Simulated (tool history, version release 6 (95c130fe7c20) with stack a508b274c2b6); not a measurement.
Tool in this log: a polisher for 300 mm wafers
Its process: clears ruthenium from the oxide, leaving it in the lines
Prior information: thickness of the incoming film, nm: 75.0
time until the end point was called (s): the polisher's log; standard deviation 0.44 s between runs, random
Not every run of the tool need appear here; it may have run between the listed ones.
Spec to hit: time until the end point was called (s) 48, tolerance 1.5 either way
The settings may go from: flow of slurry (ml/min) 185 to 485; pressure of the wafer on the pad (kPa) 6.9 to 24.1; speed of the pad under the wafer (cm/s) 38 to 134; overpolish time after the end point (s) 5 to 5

run,hour,flow of slurry (ml/min),pressure of the wafer on the pad (kPa),speed of the pad under the wafer (cm/s),overpolish time after the end point (s),time until the end point was called (s)
1,0,310,15.2,86,5,73.09
2,7.9,310,16.5,86,5,66.345
3,13.5,310,17.2,86,5,64.473
4,21.9,310,19.3,86,5,57.334
5,30.1,370,19.3,86,5,56.851
6,33.4,370,20,86,5,55.297
7,39.1,370,20.7,86,5,52.704
8,41,370,22.1,86,5,49.296

Below are 5 possible settings for the next run. Only one of them brings all results inside the allowed miss of their targets. Which is it?
A,42.9,410,22.1,84,5,?
B,42.9,320,20.7,86,5,?
C,42.9,340,17.2,104,5,?
D,42.9,330,20.7,90,5,?
E,42.9,440,17.2,112,5,?

move,time until the end point was called (s)
A,50.952
B,54.09
C,53.334
D,51.61
E,48.664
A: lands further from the targets than the last run did
B: lands further from the targets than the last run did
C: lands further from the targets than the last run did
D: lands further from the targets than the last run did
E: all results in spec
Correct choice: E, which meets every target
